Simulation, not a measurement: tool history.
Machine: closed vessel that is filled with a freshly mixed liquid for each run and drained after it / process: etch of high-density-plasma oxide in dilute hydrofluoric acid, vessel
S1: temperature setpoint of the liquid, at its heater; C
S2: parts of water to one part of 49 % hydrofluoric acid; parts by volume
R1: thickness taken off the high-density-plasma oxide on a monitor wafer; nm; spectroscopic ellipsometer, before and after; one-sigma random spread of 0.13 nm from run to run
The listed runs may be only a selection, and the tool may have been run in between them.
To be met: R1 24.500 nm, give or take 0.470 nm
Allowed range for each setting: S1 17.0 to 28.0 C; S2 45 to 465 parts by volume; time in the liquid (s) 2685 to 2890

run 1 hour=0.0 | S1=20.0 S2=255 time_in_the_liquid_(s)=2685 | R1=39.973
run 2 hour=6.8 | S1=19.0 S2=280 time_in_the_liquid_(s)=2685 | R1=33.967
run 3 hour=15.4 | S1=18.5 S2=295 time_in_the_liquid_(s)=2685 | R1=31.276
run 4 hour=19.8 | S1=18.5 S2=295 time_in_the_liquid_(s)=2685 | R1=31.343
run 5 hour=22.0 | S1=18.5 S2=295 time_in_the_liquid_(s)=2890 | R1=34.213
run 6 hour=30.7 | S1=18.0 S2=315 time_in_the_liquid_(s)=2890 | R1=30.862
run 7 hour=38.8 | S1=17.5 S2=330 time_in_the_liquid_(s)=2890 | R1=28.456
run 8 hour=40.4 | S1=17.5 S2=340 time_in_the_liquid_(s)=2890 | R1=27.373

Of the 4 settings listed for the next run, only one would bring every result within its allowed miss of target. Which one?
run A hour=42.0 | S1=17.5 S2=295 time_in_the_liquid_(s)=2890 | R1=?
run B hour=42.0 | S1=17.0 S2=315 time_in_the_liquid_(s)=2710 | R1=?
run C hour=42.0 | S1=19.0 S2=375 time_in_the_liquid_(s)=2800 | R1=?
run D hour=42.0 | S1=17.0 S2=305 time_in_the_liquid_(s)=2890 | R1=?

move=A R1=32.872
move=B R1=27.859
move=C R1=24.759
move=D R1=30.938
A: further off than the last run
B: further off than the last run
C: meets every target
D: further off than the last run
The move that meets every target is C.

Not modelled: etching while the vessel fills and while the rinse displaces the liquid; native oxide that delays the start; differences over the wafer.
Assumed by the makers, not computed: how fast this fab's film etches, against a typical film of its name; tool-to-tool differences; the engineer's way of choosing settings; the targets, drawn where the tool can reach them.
